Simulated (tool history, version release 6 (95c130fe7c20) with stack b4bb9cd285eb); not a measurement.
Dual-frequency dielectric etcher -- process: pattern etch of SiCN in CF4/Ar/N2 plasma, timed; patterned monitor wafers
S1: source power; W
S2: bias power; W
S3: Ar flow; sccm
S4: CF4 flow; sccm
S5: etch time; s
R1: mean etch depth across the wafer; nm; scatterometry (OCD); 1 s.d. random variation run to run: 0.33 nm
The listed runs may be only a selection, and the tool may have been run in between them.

Run 1, hour 0.0: S1 590 W, S2 83 W, S3 115 sccm, S4 66 sccm, S5 75.0 s. Result: R1 89.076 nm.
Run 2, hour 3.1: S1 550 W, S2 79 W, S3 117 sccm, S4 65 sccm, S5 75.0 s. Result: R1 81.638 nm.
Run 3, hour 4.7: S1 550 W, S2 79 W, S3 117 sccm, S4 65 sccm, S5 75.0 s. Result: R1 81.978 nm.
Run 4, hour 7.2: S1 520 W, S2 76 W, S3 118 sccm, S4 65 sccm, S5 75.0 s. Result: R1 75.783 nm.
Run 5, hour 15.2: S1 520 W, S2 76 W, S3 109 sccm, S4 65 sccm, S5 75.0 s. Result: R1 77.091 nm.
Run 6, hour 16.3: S1 580 W, S2 76 W, S3 109 sccm, S4 65 sccm, S5 75.0 s. Result: R1 84.431 nm.
Run 7, hour 19.8: S1 540 W, S2 74 W, S3 110 sccm, S4 65 sccm, S5 75.0 s. Result: R1 78.514 nm.
Run 8, hour 25.4: S1 510 W, S2 73 W, S3 110 sccm, S4 65 sccm, S5 75.0 s. Result: R1 74.258 nm.
Run 9, hour 26.7: S1 480 W, S2 72 W, S3 110 sccm, S4 65 sccm, S5 75.0 s. Result: R1 70.630 nm.
Run 10, hour 33.4: S1 460 W, S2 71 W, S3 110 sccm, S4 65 sccm, S5 75.0 s. Result: R1 67.242 nm.

Predict the results of run 11:
Run 11, hour 35.2: S1 440 W, S2 71 W, S3 110 sccm, S4 65 sccm, S5 75.0 s. Result: R1 ?.

Logged for run 11: R1 64.332 nm.

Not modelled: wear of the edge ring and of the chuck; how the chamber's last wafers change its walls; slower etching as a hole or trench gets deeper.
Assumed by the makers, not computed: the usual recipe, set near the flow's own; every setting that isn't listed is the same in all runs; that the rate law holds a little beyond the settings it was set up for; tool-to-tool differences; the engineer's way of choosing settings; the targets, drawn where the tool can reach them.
